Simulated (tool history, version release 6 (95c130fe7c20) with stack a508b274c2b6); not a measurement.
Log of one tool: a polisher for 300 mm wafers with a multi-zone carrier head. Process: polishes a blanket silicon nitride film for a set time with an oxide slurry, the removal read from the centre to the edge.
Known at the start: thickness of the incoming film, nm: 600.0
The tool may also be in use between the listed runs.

| run | day | flow of slurry (ml/min) | pressure of the head's centre zone | pressure of the head's middle zone | pressure of the head's edge zone | abrasive content of the slurry | polishing time (s) | film removed at the wafer's centre (Å) | film removed at mid-radius (Å) | film removed at the wafer's edge (Å) |
|---|---|---|---|---|---|---|---|---|---|---|
| 1 | 0.000 | 280 | 1.00 | 1.00 | 1.00 | 1.00 | 89 | 726.87 | 721.26 | 736.46 |
| 2 | 0.033 | 280 | 1.00 | 1.00 | 1.00 | 1.20 | 89 | 821.05 | 798.98 | 819.56 |
| 3 | 0.229 | 280 | 0.97 | 1.00 | 1.00 | 1.20 | 89 | 803.36 | 792.70 | 824.83 |
| 4 | 0.375 | 280 | 0.97 | 1.06 | 1.00 | 1.20 | 89 | 803.33 | 838.38 | 823.18 |
| 5 | 0.708 | 280 | 0.97 | 1.06 | 1.00 | 1.35 | 89 | 848.77 | 893.89 | 874.32 |
| 6 | 1.050 | 280 | 0.97 | 1.06 | 1.00 | 1.35 | 68 | 637.20 | 675.08 | 657.19 |
| 7 | 1.108 | 275 | 0.96 | 1.05 | 0.97 | 1.30 | 68 | 625.22 | 659.17 | 644.05 |
| 8 | 1.296 | 275 | 0.96 | 1.05 | 0.95 | 1.25 | 68 | 617.94 | 646.13 | 620.68 |
| 9 | 1.492 | 275 | 0.96 | 1.05 | 0.95 | 1.25 | 68 | 622.04 | 641.23 | 634.37 |
| 10 | 1.812 | 275 | 0.96 | 1.05 | 0.95 | 1.25 | 68 | 615.55 | 641.34 | 607.39 |

The next listed run, before its measurement:
| 11 | 2.129 | 270 | 0.95 | 1.04 | 0.94 | 1.25 | 68 | ? | ? | ? |

film removed at the wafer's centre (Å): 610.41
film removed at mid-radius (Å): 638.55
film removed at the wafer's edge (Å): 614.16
